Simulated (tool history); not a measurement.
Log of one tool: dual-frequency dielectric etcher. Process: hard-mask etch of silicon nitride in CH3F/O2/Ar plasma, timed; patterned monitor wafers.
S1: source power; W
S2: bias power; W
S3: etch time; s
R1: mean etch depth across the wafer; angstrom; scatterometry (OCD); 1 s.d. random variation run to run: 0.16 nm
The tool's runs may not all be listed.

run  hour   S1  S2    S3      R1
  1     0  290  89  85.5  569.65
  2   7.6  270  89  85.5  555.93
  3  16.4  280  90  85.5  563.84
  4  23.8  290  91  85.5  575.69
  5  28.7  320  91  85.5  597.15
  6  32.7  330  92  85.5  605.32

The next listed run, before its measurement:
  7  38.3  340  93  85.5   ?

R1: 614.9 angstrom
